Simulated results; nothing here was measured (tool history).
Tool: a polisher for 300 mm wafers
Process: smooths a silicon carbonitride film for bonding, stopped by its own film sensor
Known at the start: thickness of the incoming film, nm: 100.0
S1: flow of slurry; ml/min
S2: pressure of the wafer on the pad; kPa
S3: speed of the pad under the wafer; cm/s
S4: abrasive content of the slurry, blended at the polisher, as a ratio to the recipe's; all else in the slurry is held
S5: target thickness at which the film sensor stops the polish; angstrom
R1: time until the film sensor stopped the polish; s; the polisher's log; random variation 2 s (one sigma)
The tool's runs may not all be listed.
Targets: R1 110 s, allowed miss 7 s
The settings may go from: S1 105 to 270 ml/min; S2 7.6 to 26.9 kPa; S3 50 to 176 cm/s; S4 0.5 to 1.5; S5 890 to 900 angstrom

{"run": 1, "hour": 0.0, "S1": 175, "S2": 17.2, "S3": 112, "S4": 1, "S5": 890, "R1": 41.298}
{"run": 2, "hour": 6.0, "S1": 175, "S2": 17.2, "S3": 112, "S4": 1, "S5": 900, "R1": 37.611}
{"run": 3, "hour": 11.8, "S1": 175, "S2": 17.2, "S3": 138, "S4": 1, "S5": 900, "R1": 31.437}
{"run": 4, "hour": 19.7, "S1": 175, "S2": 17.2, "S3": 138, "S4": 1, "S5": 900, "R1": 32.39}
{"run": 5, "hour": 25.8, "S1": 170, "S2": 15.2, "S3": 120, "S4": 0.95, "S5": 900, "R1": 40.805}
{"run": 6, "hour": 33.7, "S1": 185, "S2": 15.2, "S3": 120, "S4": 0.95, "S5": 900, "R1": 40.206}
{"run": 7, "hour": 42.0, "S1": 185, "S2": 10.3, "S3": 88, "S4": 0.75, "S5": 890, "R1": 92.561}
{"run": 8, "hour": 45.2, "S1": 185, "S2": 9.7, "S3": 88, "S4": 0.75, "S5": 890, "R1": 97.471}

Which of these 4 next moves meets every target?
{"run": "A", "hour": 48.4, "S1": 180, "S2": 9.7, "S3": 60, "S4": 0.7, "S5": 900, "R1": "?"}
{"run": "B", "hour": 48.4, "S1": 155, "S2": 10.3, "S3": 110, "S4": 0.65, "S5": 900, "R1": "?"}
{"run": "C", "hour": 48.4, "S1": 155, "S2": 9, "S3": 86, "S4": 0.75, "S5": 890, "R1": "?"}
{"run": "D", "hour": 48.4, "S1": 175, "S2": 7.6, "S3": 90, "S4": 0.8, "S5": 890, "R1": "?"}

move=A R1=128.07
move=B R1=78.046
move=C R1=112.72
move=D R1=121.42
A: takes the result that was furthest off past its target
B: further off than the last run
C: meets every target
D: takes the result that was furthest off past its target
Move C is the one to make.
